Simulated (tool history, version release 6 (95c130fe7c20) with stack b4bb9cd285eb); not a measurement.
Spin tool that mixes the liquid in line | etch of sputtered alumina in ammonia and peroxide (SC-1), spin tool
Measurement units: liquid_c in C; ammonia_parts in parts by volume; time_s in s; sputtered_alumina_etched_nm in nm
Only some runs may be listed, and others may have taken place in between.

run	hour	liquid_c	ammonia_parts	time_s	sputtered_alumina_etched_nm
1	0.0	60.0	0.5	95	6.0115
2	1.2	65.5	0.5	95	8.0040
3	3.5	68.0	0.5	95	9.0834
4	4.2	70.0	0.5	95	9.9291
5	5.4	70.0	0.5	95	9.8513
6	9.4	70.0	0.6	95	10.0500

Expected results for the next run?
7	17.0	67.5	0.6	95	?

{"run 7": {"sputtered_alumina_etched_nm": 9.1118}}

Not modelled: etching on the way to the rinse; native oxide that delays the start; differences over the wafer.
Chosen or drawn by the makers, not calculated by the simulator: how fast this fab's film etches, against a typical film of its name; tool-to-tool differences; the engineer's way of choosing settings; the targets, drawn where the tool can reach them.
